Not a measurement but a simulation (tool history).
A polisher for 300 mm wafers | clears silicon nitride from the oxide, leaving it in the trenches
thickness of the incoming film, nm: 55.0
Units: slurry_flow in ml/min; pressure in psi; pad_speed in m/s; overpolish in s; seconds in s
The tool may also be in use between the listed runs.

run    day  slurry_flow  pressure  pad_speed  overpolish  seconds
  1      0          130       2.1       0.98          31   93.708
  2  0.183          130       2.1       0.98          33   95.915
  3  0.333          130       2.1       0.98          33   94.118
  4  0.625          135       2.1       0.98          33   93.445
  5  0.908          140       2.1       0.98          33   92.658
  6  1.017          160       2.1       0.98          33   90.173

Run 7 comes next. What will it give?
  7  1.062          170       2.2       0.98          33        ?

Run 7 gave seconds 86.356 s.
